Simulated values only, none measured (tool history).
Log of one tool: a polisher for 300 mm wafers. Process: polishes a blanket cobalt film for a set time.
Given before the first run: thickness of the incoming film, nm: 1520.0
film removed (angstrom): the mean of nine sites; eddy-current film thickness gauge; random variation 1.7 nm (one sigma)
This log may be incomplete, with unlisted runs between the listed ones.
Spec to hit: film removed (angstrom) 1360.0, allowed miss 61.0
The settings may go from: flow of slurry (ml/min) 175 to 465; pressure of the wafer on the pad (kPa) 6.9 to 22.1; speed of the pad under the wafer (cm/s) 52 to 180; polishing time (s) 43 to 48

| run | hour | flow of slurry (ml/min) | pressure of the wafer on the pad (kPa) | speed of the pad under the wafer (cm/s) | polishing time (s) | film removed (angstrom) |
|---|---|---|---|---|---|---|
| 1 | 0.0 | 295 | 14.5 | 116 | 48 | 2395.2 |
| 2 | 1.8 | 295 | 13.1 | 114 | 48 | 2165.4 |
| 3 | 8.5 | 295 | 13.1 | 114 | 48 | 2196.6 |
| 4 | 10.1 | 295 | 12.4 | 112 | 48 | 2121.1 |
| 5 | 12.0 | 295 | 11.7 | 108 | 48 | 1993.8 |
| 6 | 14.5 | 365 | 11.7 | 108 | 48 | 2085.2 |
| 7 | 21.2 | 355 | 11.0 | 106 | 48 | 1966.7 |
| 8 | 22.7 | 350 | 10.3 | 104 | 48 | 1854.6 |
| 9 | 26.9 | 345 | 9.7 | 102 | 48 | 1798.1 |
| 10 | 33.0 | 340 | 9.0 | 100 | 48 | 1663.2 |
| 11 | 37.2 | 330 | 9.0 | 98 | 48 | 1667.9 |
| 12 | 43.1 | 330 | 9.0 | 96 | 48 | 1621.2 |
| 13 | 49.8 | 325 | 9.0 | 94 | 48 | 1608.6 |
| 14 | 52.9 | 320 | 9.0 | 92 | 48 | 1567.6 |

Exactly one of the 5 candidate moves below puts every result within its allowed miss. Which one?
| A | 56.0 | 330 | 6.9 | 98 | 48 | ? |
| B | 56.0 | 180 | 11.7 | 90 | 46 | ? |
| C | 56.0 | 280 | 9.7 | 68 | 48 | ? |
| D | 56.0 | 265 | 10.3 | 92 | 43 | ? |
| E | 56.0 | 240 | 14.5 | 76 | 48 | ? |

| move | film removed (angstrom) |
|---|---|
| A | 1460.6 |
| B | 1585.2 |
| C | 1338.3 |
| D | 1486.1 |
| E | 1757.3 |
A: moves toward the targets from the last run without getting all of them in spec
B: lands further from the targets than the last run did
C: every result within its allowed miss
D: moves toward the targets from the last run without getting all of them in spec
E: lands further from the targets than the last run did
Correct choice: C, which meets every target
